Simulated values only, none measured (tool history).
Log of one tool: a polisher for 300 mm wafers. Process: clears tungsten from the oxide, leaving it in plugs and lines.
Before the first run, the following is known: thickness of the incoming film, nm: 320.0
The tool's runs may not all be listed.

run	hour	flow of slurry (ml/min)	pressure of the wafer on the pad (psi)	speed of the pad under the wafer (cm/s)	abrasive content of the slurry	overpolish time after the end point (s)	time until the end point was called (s)
1	0.0	125	3.9	122	1.0	40	48.909
2	3.4	125	3.9	122	1.0	42	49.921
3	7.8	125	3.9	122	1.0	40	49.486
4	8.4	125	3.9	150	1.0	40	41.222
5	14.7	125	3.9	150	0.8	40	42.789
6	19.5	125	3.9	150	0.8	40	42.850
7	24.5	120	3.7	150	0.8	40	44.966
8	32.8	120	3.5	150	0.8	40	48.060

Estimate the outcome of run 9 from the log above:
9	35.5	115	3.3	150	0.8	40	?

{"run 9": {"time until the end point was called (s)": 50.305}}

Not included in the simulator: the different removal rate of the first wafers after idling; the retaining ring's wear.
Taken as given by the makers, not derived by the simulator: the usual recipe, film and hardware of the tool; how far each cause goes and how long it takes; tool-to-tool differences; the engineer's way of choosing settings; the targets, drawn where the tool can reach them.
